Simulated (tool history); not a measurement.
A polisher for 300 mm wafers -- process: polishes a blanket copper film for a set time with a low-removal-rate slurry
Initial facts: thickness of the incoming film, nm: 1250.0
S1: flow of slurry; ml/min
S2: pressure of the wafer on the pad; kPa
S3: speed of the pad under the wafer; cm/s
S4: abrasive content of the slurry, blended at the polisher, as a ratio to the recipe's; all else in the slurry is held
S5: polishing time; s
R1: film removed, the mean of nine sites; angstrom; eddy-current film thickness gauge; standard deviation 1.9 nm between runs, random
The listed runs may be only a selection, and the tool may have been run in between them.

Run 1, hour 0.0: S1 165 ml/min, S2 11.7 kPa, S3 94 cm/s, S4 1.00, S5 112 s. Result: R1 1520.9 angstrom.
Run 2, hour 2.5: S1 170 ml/min, S2 12.4 kPa, S3 94 cm/s, S4 1.00, S5 112 s. Result: R1 1581.0 angstrom.
Run 3, hour 10.1: S1 170 ml/min, S2 12.4 kPa, S3 94 cm/s, S4 1.00, S5 112 s. Result: R1 1557.8 angstrom.
Run 4, hour 14.9: S1 170 ml/min, S2 12.4 kPa, S3 94 cm/s, S4 1.15, S5 112 s. Result: R1 1635.8 angstrom.
Run 5, hour 21.7: S1 170 ml/min, S2 13.1 kPa, S3 94 cm/s, S4 1.15, S5 112 s. Result: R1 1717.5 angstrom.
Run 6, hour 22.5: S1 170 ml/min, S2 13.1 kPa, S3 94 cm/s, S4 1.00, S5 112 s. Result: R1 1678.7 angstrom.

Run 7, settings as shown, results not yet in. Your forecast:
Run 7, hour 23.9: S1 170 ml/min, S2 13.8 kPa, S3 94 cm/s, S4 1.00, S5 112 s. Result: R1 ?.

{"run 7": {"R1": 1743.6}}
